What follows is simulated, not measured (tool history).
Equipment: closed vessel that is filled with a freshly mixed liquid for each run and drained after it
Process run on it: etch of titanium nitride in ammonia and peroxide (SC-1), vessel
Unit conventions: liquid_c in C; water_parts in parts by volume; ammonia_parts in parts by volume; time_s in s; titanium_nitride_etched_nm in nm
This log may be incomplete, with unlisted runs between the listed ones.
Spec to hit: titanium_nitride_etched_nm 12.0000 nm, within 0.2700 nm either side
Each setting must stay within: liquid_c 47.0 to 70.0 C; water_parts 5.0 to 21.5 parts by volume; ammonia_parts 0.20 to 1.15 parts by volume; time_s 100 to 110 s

run	hour	liquid_c	water_parts	ammonia_parts	time_s	titanium_nitride_etched_nm
1	0.0	63.0	12.0	0.65	100	7.8539
2	6.6	63.0	12.0	0.55	100	7.6883
3	12.4	63.0	12.0	0.55	100	7.6764
4	16.6	63.0	12.0	0.45	100	7.4373
5	24.0	56.5	12.0	0.45	100	4.8719
6	29.6	59.5	12.0	0.45	100	5.9336
7	31.4	67.5	11.5	0.45	100	10.1440
8	33.2	68.0	11.5	0.45	100	10.3910
9	42.1	68.5	11.5	0.45	100	10.6350
10	47.7	69.0	11.5	0.45	100	11.0420
11	50.6	69.5	11.0	0.45	100	11.6890

Next run, 5 choices. One meets every target within its allowed miss, the rest don't. Which?
A	53.5	65.0	6.5	0.40	100	?
B	53.5	68.5	12.0	0.60	100	?
C	53.5	68.5	12.0	0.35	110	?
D	53.5	67.5	11.5	0.60	105	?
E	53.5	68.0	11.0	0.50	110	?

move	titanium_nitride_etched_nm
A	11.3290
B	11.0560
C	11.0410
D	11.1530
E	11.9550
A: misses by more than the last run did
B: misses by more than the last run did
C: misses by more than the last run did
D: misses by more than the last run did
E: all results land within tolerance of their targets
So the answer is move E, the one that meets all the targets.
